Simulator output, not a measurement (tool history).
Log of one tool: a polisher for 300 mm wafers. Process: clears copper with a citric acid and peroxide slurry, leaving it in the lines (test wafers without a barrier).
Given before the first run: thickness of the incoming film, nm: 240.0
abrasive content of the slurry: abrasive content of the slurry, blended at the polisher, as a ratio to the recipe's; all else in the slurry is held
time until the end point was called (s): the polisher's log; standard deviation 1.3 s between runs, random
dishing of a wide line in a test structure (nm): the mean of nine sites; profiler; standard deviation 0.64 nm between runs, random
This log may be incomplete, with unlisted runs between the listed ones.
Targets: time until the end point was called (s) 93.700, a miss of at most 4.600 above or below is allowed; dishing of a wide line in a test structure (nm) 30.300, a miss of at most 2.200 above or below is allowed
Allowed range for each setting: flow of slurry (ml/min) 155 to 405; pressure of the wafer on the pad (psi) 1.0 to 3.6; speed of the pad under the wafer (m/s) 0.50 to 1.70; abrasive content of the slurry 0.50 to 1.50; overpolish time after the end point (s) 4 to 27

run    day  flow of slurry (ml/min)  pressure of the wafer on the pad (psi)  speed of the pad under the wafer (m/s)  abrasive content of the slurry  overpolish time after the end point (s)  time until the end point was called (s)  dishing of a wide line in a test structure (nm)
  1  0.000                      260                                     2.3                                    1.10                            1.00                                       14                                  132.020                                           15.836
  2  0.183                      195                                     2.3                                    1.10                            1.00                                       14                                  139.720                                           15.500
  3  0.362                      200                                     2.6                                    1.10                            1.00                                       15                                  125.140                                           18.902
  4  0.508                      210                                     2.8                                    1.10                            1.00                                       16                                  112.680                                           20.270
  5  0.550                      210                                     2.8                                    1.10                            0.80                                       16                                  117.360                                           19.448
  6  0.875                      215                                     2.9                                    1.10                            0.80                                       17                                  117.340                                           21.849
  7  1.075                      215                                     3.1                                    1.10                            0.80                                       18                                  109.040                                           23.519
  8  1.238                      215                                     3.2                                    1.10                            0.80                                       19                                  104.520                                           25.490
  9  1.425                      215                                     3.3                                    1.10                            0.80                                       19                                  105.470                                           27.291
 10  1.754                      215                                     3.4                                    1.12                            0.80                                       19                                   97.980                                           27.922

Which one of the following 5 next-run settings gets every result inside its allowed miss? There is exactly one.
  A  2.083                      175                                     3.6                                    1.24                            0.50                                       17                                        ?                                                ?
  B  2.083                      170                                     3.6                                    1.24                            0.70                                       19                                        ?                                                ?
  C  2.083                      210                                     3.5                                    0.98                            0.95                                       18                                        ?                                                ?
  D  2.083                      240                                     3.4                                    1.02                            0.85                                       21                                        ?                                                ?
  E  2.083                      210                                     3.3                                    1.04                            0.80                                       18                                        ?                                                ?

move  time until the end point was called (s)  dishing of a wide line in a test structure (nm)
   A                                  101.060                                           25.410
   B                                   92.317                                           30.230
   C                                  105.210                                           25.769
   D                                  104.770                                           29.486
   E                                  110.040                                           24.714
A: its largest miss is bigger than the last run's
B: hits every target within its allowed miss
C: its largest miss is bigger than the last run's
D: the furthest-off result lands on target, but another misses its tolerance
E: its largest miss is bigger than the last run's
Correct choice: B, which meets every target
